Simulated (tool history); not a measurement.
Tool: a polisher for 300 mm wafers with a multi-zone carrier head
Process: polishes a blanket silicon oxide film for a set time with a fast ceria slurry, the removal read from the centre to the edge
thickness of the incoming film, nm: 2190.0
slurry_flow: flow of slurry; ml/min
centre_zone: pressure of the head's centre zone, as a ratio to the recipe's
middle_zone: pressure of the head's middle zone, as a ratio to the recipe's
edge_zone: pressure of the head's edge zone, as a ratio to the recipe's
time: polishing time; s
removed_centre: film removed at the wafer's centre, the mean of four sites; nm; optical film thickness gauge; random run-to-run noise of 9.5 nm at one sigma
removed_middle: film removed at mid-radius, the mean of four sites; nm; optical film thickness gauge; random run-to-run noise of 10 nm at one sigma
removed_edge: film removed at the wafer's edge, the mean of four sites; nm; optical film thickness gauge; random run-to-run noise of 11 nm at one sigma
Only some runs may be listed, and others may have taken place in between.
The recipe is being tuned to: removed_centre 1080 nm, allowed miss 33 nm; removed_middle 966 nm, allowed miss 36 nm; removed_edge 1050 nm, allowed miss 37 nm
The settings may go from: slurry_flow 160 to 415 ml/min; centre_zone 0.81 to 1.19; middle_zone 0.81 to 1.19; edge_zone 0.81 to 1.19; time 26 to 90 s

run	hour	slurry_flow	centre_zone	middle_zone	edge_zone	time	removed_centre	removed_middle	removed_edge
1	0	265	1	1	1	58	748.44	757	762.63
2	6.4	315	1	1	1	58	764.19	771.98	778.41
3	13.9	320	1.01	1	1.02	60	783.98	787.87	820.53
4	17.9	320	1.01	1	1.02	74	995.13	979.44	1011.9
5	24.8	320	1.02	1	1.02	74	982.47	991.29	1003.4
6	28	325	1.03	0.99	1.02	74	993.69	966.07	992.83
7	31.2	325	1.04	0.99	1.03	74	995.59	958.88	1015.5
8	39.2	325	1.05	0.99	1.03	74	1019.9	957.97	1008.8
9	41.1	325	1.06	0.99	1.03	74	1024.6	960.63	1009.2
10	44.5	325	1.07	0.99	1.03	74	1039.9	989.27	1002.1
11	52.7	325	1.07	0.98	1.03	74	1043.8	972.6	1018.5
12	57.2	330	1.08	0.97	1.04	74	1042.4	963.39	992.72

Pick the move, out of 5, that brings all results within their allowed miss; only one does.
A	61.7	295	1.07	0.93	1.03	78	?	?	?
B	61.7	360	1.06	1.01	0.95	70	?	?	?
C	61.7	335	1.01	0.97	1.07	75	?	?	?
D	61.7	405	0.97	0.96	1.08	75	?	?	?
E	61.7	250	1.19	0.96	0.92	77	?	?	?

move	removed_centre	removed_middle	removed_edge
A	1089.1	971.25	1054
B	989.32	950.88	922.35
C	1002.3	979.22	1042.3
D	979.08	986.65	1060.2
E	1171.2	964.44	970.95
A: all results land within tolerance of their targets
B: moves away from the targets compared with the last run
C: puts the biggest miss on target and leaves a different result outside tolerance
D: puts the biggest miss on target and leaves a different result outside tolerance
E: moves away from the targets compared with the last run
Go with A: it meets all targets.

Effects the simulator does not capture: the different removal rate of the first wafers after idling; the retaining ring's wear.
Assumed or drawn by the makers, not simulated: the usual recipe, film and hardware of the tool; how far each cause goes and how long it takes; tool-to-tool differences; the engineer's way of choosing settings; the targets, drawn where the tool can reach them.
